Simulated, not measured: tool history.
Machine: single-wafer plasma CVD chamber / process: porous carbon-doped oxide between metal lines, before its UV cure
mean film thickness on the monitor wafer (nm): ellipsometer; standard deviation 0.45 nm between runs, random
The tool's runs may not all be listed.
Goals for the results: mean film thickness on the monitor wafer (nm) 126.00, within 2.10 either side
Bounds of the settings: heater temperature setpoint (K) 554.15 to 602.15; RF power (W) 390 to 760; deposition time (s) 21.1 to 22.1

run    day  heater temperature setpoint (K)  RF power (W)  deposition time (s)  mean film thickness on the monitor wafer (nm)
  1  0.000                           578.15           575                 22.1                                         114.94
  2  0.021                           575.15           575                 22.1                                         117.15
  3  0.083                           580.15           575                 22.1                                         113.44
  4  0.188                           577.15           575                 22.1                                         115.08
  5  0.233                           575.15           575                 22.1                                         116.55
  6  0.358                           573.15           575                 22.1                                         118.74
  7  0.633                           572.15           575                 22.1                                         119.22
  8  0.671                           571.15           575                 22.1                                         119.55
  9  0.750                           570.15           575                 22.1                                         120.88
 10  0.983                           569.15           575                 22.1                                         121.67
 11  1.217                           568.15           575                 22.1                                         122.31

Next run, 5 choices. One meets every target within its allowed miss, the rest don't. Which?
  A  1.450                           567.15           620                 22.1                                              ?
  B  1.450                           568.15           620                 21.4                                              ?
  C  1.450                           572.15           585                 22.1                                              ?
  D  1.450                           563.15           535                 21.8                                              ?
  E  1.450                           563.15           590                 22.1                                              ?

move  mean film thickness on the monitor wafer (nm)
   A                                         131.25
   B                                         126.38
   C                                         121.12
   D                                         117.95
   E                                         129.61
A: the result that was furthest off in the last run now lies on the other side of its target
B: every result within its allowed miss
C: the biggest miss grows against the last run
D: the biggest miss grows against the last run
E: the result that was furthest off in the last run now lies on the other side of its target
Move B is the one to make.
